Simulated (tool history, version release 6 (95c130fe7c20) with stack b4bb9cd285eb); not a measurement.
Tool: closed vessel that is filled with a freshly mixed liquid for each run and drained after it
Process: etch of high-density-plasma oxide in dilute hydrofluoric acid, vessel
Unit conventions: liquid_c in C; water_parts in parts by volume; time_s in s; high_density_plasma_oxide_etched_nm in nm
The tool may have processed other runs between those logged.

run  hour  liquid_c  water_parts  time_s  high_density_plasma_oxide_etched_nm
  1     0        25          125     495                               27.541
  2   4.8        25          125     495                               27.357
  3  12.1        25          125     495                                27.37
  4  19.8        25          105     495                               33.453
  5  24.9        27           95     495                               40.137
  6  28.7        29           95     495                               43.654
  7  31.7        30           90     495                               48.296
  8  38.7        31           90     495                               49.852
  9  46.9      31.5           85     495                               54.217

Forecast run 10:
 10  47.4        32           85     495                                    ?

Run 10 measured high_density_plasma_oxide_etched_nm 55.785 nm.

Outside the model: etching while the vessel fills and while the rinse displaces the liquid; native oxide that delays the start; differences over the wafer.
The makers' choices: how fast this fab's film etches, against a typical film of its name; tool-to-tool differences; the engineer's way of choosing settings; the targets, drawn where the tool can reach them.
